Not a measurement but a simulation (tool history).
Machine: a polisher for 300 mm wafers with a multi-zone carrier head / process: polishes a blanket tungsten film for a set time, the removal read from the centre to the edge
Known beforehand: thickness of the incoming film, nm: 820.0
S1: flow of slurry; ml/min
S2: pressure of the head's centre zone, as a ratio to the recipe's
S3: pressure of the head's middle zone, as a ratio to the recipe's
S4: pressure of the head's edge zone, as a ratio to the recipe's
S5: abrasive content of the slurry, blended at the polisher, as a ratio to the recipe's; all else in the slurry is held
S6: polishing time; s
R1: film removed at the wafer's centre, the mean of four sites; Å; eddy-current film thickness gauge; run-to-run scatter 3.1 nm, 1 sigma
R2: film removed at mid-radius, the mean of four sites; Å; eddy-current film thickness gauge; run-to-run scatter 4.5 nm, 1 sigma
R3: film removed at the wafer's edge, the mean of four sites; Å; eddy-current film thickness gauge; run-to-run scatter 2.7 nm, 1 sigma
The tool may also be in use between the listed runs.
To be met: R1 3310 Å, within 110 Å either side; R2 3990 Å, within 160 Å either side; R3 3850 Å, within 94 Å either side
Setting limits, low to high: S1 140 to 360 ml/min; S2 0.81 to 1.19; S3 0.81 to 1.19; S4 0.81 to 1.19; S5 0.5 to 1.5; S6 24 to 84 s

run  hour   S1    S2    S3    S4    S5  S6      R1      R2      R3
  1     0  230     1     1     1     1  54  2812.8  3099.4  3160.8
  2   4.9  230  0.95     1     1     1  54  2663.3    3128  3191.5
  3  12.6  230  0.95     1     1  1.15  54  2744.3  3267.3  3295.6
  4  19.6  230  0.95     1  0.94  1.15  54  2771.7  3219.6  3172.5
  5  22.7  240  0.97  1.02  0.97   1.2  54  2825.7  3397.8  3275.5
  6  24.4  190  0.97  1.02  0.97   1.2  54  2721.4  3232.5  3215.5
  7  29.8  205  0.98  1.03     1  1.25  54  2838.6  3360.4  3285.3
  8  32.3  220  0.98  1.03  1.03   1.3  54  2903.7    3306    3373

Next run, 4 choices. One meets every target within its allowed miss, the rest don't. Which?
  A  34.8  275  1.14  0.97  1.04   1.2  43   ?   ?   ?
  B  34.8  210  0.99  1.07  1.01   1.2  63   ?   ?   ?
  C  34.8  210  0.82  1.05  1.07  1.25  60   ?   ?   ?
  D  34.8  265  0.92  1.14  0.91   1.4  62   ?   ?   ?

move      R1      R2      R3
   A  2730.7  2614.1  2699.8
   B  3334.1  4019.1  3791.5
   C  2641.8  3801.1  3747.3
   D  3257.1  4451.5  3751.1
A: moves away from the targets compared with the last run
B: all results in spec
C: moves away from the targets compared with the last run
D: moves toward the targets from the last run without getting all of them in spec
Answer: B
